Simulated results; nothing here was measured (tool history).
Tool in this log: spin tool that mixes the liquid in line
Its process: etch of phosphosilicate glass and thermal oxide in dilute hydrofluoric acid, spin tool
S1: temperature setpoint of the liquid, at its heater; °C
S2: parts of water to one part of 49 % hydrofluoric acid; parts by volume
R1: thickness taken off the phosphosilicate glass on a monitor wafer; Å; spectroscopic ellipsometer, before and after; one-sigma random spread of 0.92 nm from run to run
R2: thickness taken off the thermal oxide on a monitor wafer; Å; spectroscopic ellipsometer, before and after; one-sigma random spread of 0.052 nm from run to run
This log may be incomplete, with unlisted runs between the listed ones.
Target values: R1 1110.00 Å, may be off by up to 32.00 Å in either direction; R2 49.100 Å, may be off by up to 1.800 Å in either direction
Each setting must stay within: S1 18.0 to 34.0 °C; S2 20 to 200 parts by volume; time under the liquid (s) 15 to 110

{"run": 1, "hour": 0.0, "S1": 26.0, "S2": 110, "time under the liquid (s)": 55, "R1": 533.35, "R2": 23.546}
{"run": 2, "hour": 3.3, "S1": 28.5, "S2": 95, "time under the liquid (s)": 55, "R1": 688.27, "R2": 30.847}
{"run": 3, "hour": 6.1, "S1": 30.0, "S2": 85, "time under the liquid (s)": 55, "R1": 829.41, "R2": 36.802}
{"run": 4, "hour": 12.7, "S1": 30.0, "S2": 100, "time under the liquid (s)": 55, "R1": 689.7, "R2": 30.859}
{"run": 5, "hour": 18.7, "S1": 33.5, "S2": 100, "time under the liquid (s)": 55, "R1": 793.89, "R2": 34.612}
{"run": 6, "hour": 24.4, "S1": 33.5, "S2": 100, "time under the liquid (s)": 70, "R1": 1007.8, "R2": 44.354}
{"run": 7, "hour": 33.1, "S1": 33.5, "S2": 95, "time under the liquid (s)": 70, "R1": 1058.6, "R2": 46.764}
{"run": 8, "hour": 41.0, "S1": 34.0, "S2": 90, "time under the liquid (s)": 70, "R1": 1156.9, "R2": 50.755}

Below are 4 possible settings for the next run. Only one of them brings all results inside the allowed miss of their targets. Which is it?
{"run": "A", "hour": 48.9, "S1": 33.0, "S2": 85, "time under the liquid (s)": 65, "R1": "?", "R2": "?"}
{"run": "B", "hour": 48.9, "S1": 31.0, "S2": 90, "time under the liquid (s)": 70, "R1": "?", "R2": "?"}
{"run": "C", "hour": 48.9, "S1": 32.5, "S2": 100, "time under the liquid (s)": 75, "R1": "?", "R2": "?"}
{"run": "D", "hour": 48.9, "S1": 33.0, "S2": 75, "time under the liquid (s)": 60, "R1": "?", "R2": "?"}

move=A R1=1094.00 R2=48.479
move=B R1=1025.00 R2=45.422
move=C R1=1028.10 R2=45.561
move=D R1=1163.60 R2=51.565
A: every result lands within tolerance
B: the result that was furthest off in the last run now lies on the other side of its target
C: the result that was furthest off in the last run now lies on the other side of its target
D: further off than the last run
Go with A: it meets all targets.
